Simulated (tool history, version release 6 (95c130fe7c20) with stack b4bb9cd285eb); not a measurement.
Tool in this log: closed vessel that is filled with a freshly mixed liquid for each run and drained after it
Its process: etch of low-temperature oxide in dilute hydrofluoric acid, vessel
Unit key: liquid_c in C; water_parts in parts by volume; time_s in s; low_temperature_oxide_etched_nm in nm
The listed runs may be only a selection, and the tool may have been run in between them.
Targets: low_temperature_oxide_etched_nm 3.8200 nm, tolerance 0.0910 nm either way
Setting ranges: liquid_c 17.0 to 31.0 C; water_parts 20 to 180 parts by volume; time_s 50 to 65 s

run	hour	liquid_c	water_parts	time_s	low_temperature_oxide_etched_nm
1	0.0	23.0	100	65	7.1212
2	5.5	26.0	100	65	8.0872
3	12.5	24.0	110	65	6.6154
4	18.9	27.5	110	65	7.6580
5	26.6	27.5	110	65	7.6357
6	29.3	25.0	115	65	6.5471
7	36.9	23.0	120	65	5.8135
8	44.7	21.5	125	65	5.2298
9	49.2	20.5	130	65	4.7891

Next run, 5 choices. One meets every target within its allowed miss, the rest don't. Which?
A	53.7	20.5	140	60	?
B	53.7	17.0	140	65	?
C	53.7	18.5	140	65	?
D	53.7	20.0	140	60	?
E	53.7	19.5	145	65	?

move	low_temperature_oxide_etched_nm
A	4.0677
B	3.8238
C	4.0659
D	3.9873
E	4.0665
A: gains on the last run, yet a result remains outside its allowed miss
B: in spec on every target
C: gains on the last run, yet a result remains outside its allowed miss
D: gains on the last run, yet a result remains outside its allowed miss
E: gains on the last run, yet a result remains outside its allowed miss
Answer: B
